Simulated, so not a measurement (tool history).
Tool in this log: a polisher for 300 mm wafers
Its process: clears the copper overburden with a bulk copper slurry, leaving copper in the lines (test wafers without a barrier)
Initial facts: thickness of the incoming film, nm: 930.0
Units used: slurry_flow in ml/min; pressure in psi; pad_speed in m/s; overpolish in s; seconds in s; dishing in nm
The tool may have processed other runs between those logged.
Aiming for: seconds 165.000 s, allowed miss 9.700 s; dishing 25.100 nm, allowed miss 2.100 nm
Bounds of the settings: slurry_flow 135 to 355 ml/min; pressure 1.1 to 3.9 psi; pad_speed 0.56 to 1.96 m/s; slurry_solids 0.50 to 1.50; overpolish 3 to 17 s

run,hour,slurry_flow,pressure,pad_speed,slurry_solids,overpolish,seconds,dishing
1,0.0,225,2.5,1.26,1.00,9,107.640,25.127
2,7.9,225,2.5,1.26,1.10,9,99.622,26.258
3,9.3,225,1.9,1.26,1.10,9,133.190,23.806
4,13.1,225,1.9,1.56,1.10,9,114.270,25.646
5,19.4,225,1.8,1.56,1.10,9,115.520,24.902
6,27.1,260,1.8,1.56,1.10,9,114.960,24.147
7,32.6,255,1.7,1.56,1.10,9,124.880,22.761
8,40.3,250,1.6,1.56,1.10,9,131.950,23.091
9,48.7,245,1.5,1.56,1.10,9,138.940,23.488
10,52.8,240,1.5,1.56,1.10,9,140.090,22.463
11,55.5,265,1.1,1.52,1.10,13,192.360,22.569

Of the 4 settings listed for the next run, only one would bring every result within its allowed miss of target. Which one?
A,58.2,240,1.1,1.46,1.05,17,?,?
B,58.2,240,1.1,1.22,1.05,11,?,?
C,58.2,180,1.1,1.64,1.10,17,?,?
D,58.2,230,1.3,1.46,1.30,16,?,?

move,seconds,dishing
A,207.230,22.990
B,237.340,18.996
C,194.340,23.297
D,167.090,24.168
A: the biggest miss grows against the last run
B: the biggest miss grows against the last run
C: the biggest miss grows against the last run
D: every result within its allowed miss
Go with D: it meets all targets.

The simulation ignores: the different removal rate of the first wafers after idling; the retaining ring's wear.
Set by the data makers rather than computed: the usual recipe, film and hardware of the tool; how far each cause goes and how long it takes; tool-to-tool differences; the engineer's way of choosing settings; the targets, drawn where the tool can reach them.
